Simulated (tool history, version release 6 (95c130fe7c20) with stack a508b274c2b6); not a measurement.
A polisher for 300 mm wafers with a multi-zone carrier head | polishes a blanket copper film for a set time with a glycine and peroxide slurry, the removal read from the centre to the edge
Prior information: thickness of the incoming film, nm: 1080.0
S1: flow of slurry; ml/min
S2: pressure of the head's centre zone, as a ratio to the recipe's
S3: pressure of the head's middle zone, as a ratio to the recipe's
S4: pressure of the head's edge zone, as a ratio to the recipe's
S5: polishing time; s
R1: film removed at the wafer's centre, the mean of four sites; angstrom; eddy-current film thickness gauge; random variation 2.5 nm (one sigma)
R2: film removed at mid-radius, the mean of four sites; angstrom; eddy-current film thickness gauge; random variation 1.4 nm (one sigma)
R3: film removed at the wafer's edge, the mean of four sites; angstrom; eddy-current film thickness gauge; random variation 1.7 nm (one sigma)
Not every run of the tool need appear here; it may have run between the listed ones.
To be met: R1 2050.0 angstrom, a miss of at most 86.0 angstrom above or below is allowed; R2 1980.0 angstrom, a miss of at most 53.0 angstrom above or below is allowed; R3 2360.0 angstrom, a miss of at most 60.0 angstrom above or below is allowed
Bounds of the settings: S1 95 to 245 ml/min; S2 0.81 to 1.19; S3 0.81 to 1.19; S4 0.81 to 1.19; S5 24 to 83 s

Run 1, hour 0.0: S1 155 ml/min, S2 1.00, S3 1.00, S4 1.00, S5 53 s. Result: R1 2284.6 angstrom, R2 2244.1 angstrom, R3 2265.7 angstrom.
Run 2, hour 1.9: S1 155 ml/min, S2 1.00, S3 1.08, S4 1.00, S5 53 s. Result: R1 2303.3 angstrom, R2 2401.9 angstrom, R3 2259.2 angstrom.
Run 3, hour 4.4: S1 155 ml/min, S2 1.00, S3 1.08, S4 1.00, S5 61 s. Result: R1 2600.7 angstrom, R2 2818.0 angstrom, R3 2591.6 angstrom.
Run 4, hour 10.7: S1 150 ml/min, S2 0.99, S3 1.05, S4 1.00, S5 61 s. Result: R1 2635.2 angstrom, R2 2702.3 angstrom, R3 2580.6 angstrom.
Run 5, hour 17.8: S1 150 ml/min, S2 0.97, S3 1.03, S4 1.01, S5 60 s. Result: R1 2513.9 angstrom, R2 2620.2 angstrom, R3 2587.5 angstrom.
Run 6, hour 23.2: S1 145 ml/min, S2 0.96, S3 1.01, S4 1.00, S5 60 s. Result: R1 2535.9 angstrom, R2 2582.2 angstrom, R3 2548.3 angstrom.
Run 7, hour 28.4: S1 145 ml/min, S2 0.95, S3 1.00, S4 1.01, S5 59 s. Result: R1 2414.3 angstrom, R2 2491.1 angstrom, R3 2532.0 angstrom.
Run 8, hour 30.5: S1 140 ml/min, S2 0.94, S3 0.98, S4 1.01, S5 59 s. Result: R1 2375.0 angstrom, R2 2445.5 angstrom, R3 2546.9 angstrom.
Run 9, hour 37.3: S1 135 ml/min, S2 0.93, S3 0.96, S4 1.01, S5 59 s. Result: R1 2346.3 angstrom, R2 2388.8 angstrom, R3 2505.7 angstrom.
Run 10, hour 43.6: S1 130 ml/min, S2 0.92, S3 0.95, S4 1.01, S5 59 s. Result: R1 2306.9 angstrom, R2 2363.7 angstrom, R3 2495.7 angstrom.
Run 11, hour 44.4: S1 125 ml/min, S2 0.92, S3 0.94, S4 1.01, S5 59 s. Result: R1 2293.8 angstrom, R2 2298.9 angstrom, R3 2472.4 angstrom.
Run 12, hour 45.3: S1 120 ml/min, S2 0.91, S3 0.93, S4 1.01, S5 59 s. Result: R1 2208.7 angstrom, R2 2294.4 angstrom, R3 2464.4 angstrom.

Which of these 4 next moves meets every target?
Run A, hour 46.2: S1 140 ml/min, S2 0.94, S3 0.87, S4 1.06, S5 57 s. Result: R1 ?, R2 ?, R3 ?.
Run B, hour 46.2: S1 105 ml/min, S2 0.81, S3 0.97, S4 0.97, S5 64 s. Result: R1 ?, R2 ?, R3 ?.
Run C, hour 46.2: S1 130 ml/min, S2 0.87, S3 0.84, S4 1.08, S5 59 s. Result: R1 ?, R2 ?, R3 ?.
Run D, hour 46.2: S1 100 ml/min, S2 0.88, S3 0.84, S4 1.02, S5 58 s. Result: R1 ?, R2 ?, R3 ?.

move      R1      R2      R3
   A  2325.6  2173.7  2482.0
   B  2183.9  2505.0  2557.0
   C  2234.2  2160.0  2568.3
   D  2075.1  2006.0  2359.5
A: nearer than the last run, and not there yet
B: the biggest miss grows against the last run
C: nearer than the last run, and not there yet
D: meets every target
So the answer is move D, the one that meets all the targets.
